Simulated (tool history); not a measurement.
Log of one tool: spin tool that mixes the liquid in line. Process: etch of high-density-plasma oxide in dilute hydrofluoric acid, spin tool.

run,hour,temperature setpoint of the liquid (°C),parts of water to one part of 49 % hydrofluoric acid (parts by volume),time under the liquid (s),thickness taken off the high-density-plasma oxide on a monitor wafer (angstrom)
1,0.0,21.0,85,115,88.050
2,4.4,21.0,95,115,78.318
3,12.4,23.0,85,115,95.673
4,13.4,24.5,75,115,117.710
5,19.3,24.5,85,115,101.580
6,26.2,25.5,75,115,120.760
7,27.3,25.5,75,115,120.720
8,36.0,26.5,70,115,135.170

The next listed run, before its measurement:
9,40.2,27.0,65,115,?

Run 9 gave thickness taken off the high-density-plasma oxide on a monitor wafer (angstrom) 151.590.

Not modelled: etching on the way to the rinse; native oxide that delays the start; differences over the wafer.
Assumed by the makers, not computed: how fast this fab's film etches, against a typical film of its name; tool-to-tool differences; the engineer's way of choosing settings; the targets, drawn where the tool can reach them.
